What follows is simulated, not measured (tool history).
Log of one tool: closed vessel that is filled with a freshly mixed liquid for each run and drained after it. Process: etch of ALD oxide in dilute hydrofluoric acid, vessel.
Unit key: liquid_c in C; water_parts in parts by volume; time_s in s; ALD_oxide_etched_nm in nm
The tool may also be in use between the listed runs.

Run 1, day 0.000: liquid_c 25.0 C, water_parts 160 parts by volume, time_s 30 s. Result: ALD_oxide_etched_nm 6.9617 nm.
Run 2, day 0.271: liquid_c 25.0 C, water_parts 160 parts by volume, time_s 30 s. Result: ALD_oxide_etched_nm 6.8594 nm.
Run 3, day 0.300: liquid_c 25.0 C, water_parts 105 parts by volume, time_s 30 s. Result: ALD_oxide_etched_nm 11.3280 nm.
Run 4, day 0.550: liquid_c 22.5 C, water_parts 110 parts by volume, time_s 30 s. Result: ALD_oxide_etched_nm 9.5973 nm.
At day 0.746: hydrofluoric acid flow meter replaced.
Run 5, day 0.746: liquid_c 19.5 C, water_parts 110 parts by volume, time_s 30 s. Result: ALD_oxide_etched_nm 7.5795 nm.
Run 6, day 0.942: liquid_c 19.5 C, water_parts 140 parts by volume, time_s 30 s. Result: ALD_oxide_etched_nm 5.8207 nm.
Run 7, day 1.054: liquid_c 20.5 C, water_parts 140 parts by volume, time_s 30 s. Result: ALD_oxide_etched_nm 5.9695 nm.
Run 8, day 1.396: liquid_c 21.5 C, water_parts 140 parts by volume, time_s 30 s. Result: ALD_oxide_etched_nm 6.3681 nm.

What does the tool deliver on the next run?
Run 9, day 1.592: liquid_c 22.0 C, water_parts 140 parts by volume, time_s 30 s. Result: ALD_oxide_etched_nm ?.

Run 9 gave ALD_oxide_etched_nm 6.3742 nm.
